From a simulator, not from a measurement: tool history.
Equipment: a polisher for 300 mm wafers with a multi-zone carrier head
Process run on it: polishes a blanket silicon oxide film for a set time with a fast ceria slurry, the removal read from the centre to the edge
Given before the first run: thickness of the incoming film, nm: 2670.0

run	hour	flow of slurry (ml/min)	pressure of the head's centre zone	pressure of the head's middle zone	pressure of the head's edge zone	polishing time (s)	film removed at the wafer's centre (Å)	film removed at mid-radius (Å)	film removed at the wafer's edge (Å)
1	0.0	155	1.00	1.00	1.00	51	8426.8	8208.9	8562.1
2	6.3	155	1.00	0.95	1.00	51	8284.7	7841.8	8541.0
3	10.8	140	0.96	1.00	0.95	44	6636.8	7024.9	7001.4
4	11.6	135	0.94	1.02	0.92	39	5765.0	6196.1	6170.0
5	17.5	170	0.94	1.02	0.92	39	6125.4	6420.1	6369.0
6	22.4	145	0.94	1.02	0.92	39	5846.6	6399.7	6210.4

Estimate the outcome of run 7 from the log above:
7	24.2	105	0.90	1.12	0.82	25	?	?	?

{"run 7": {"film removed at the wafer's centre (Å)": 3252.0, "film removed at mid-radius (Å)": 4062.2, "film removed at the wafer's edge (Å)": 3550.9}}
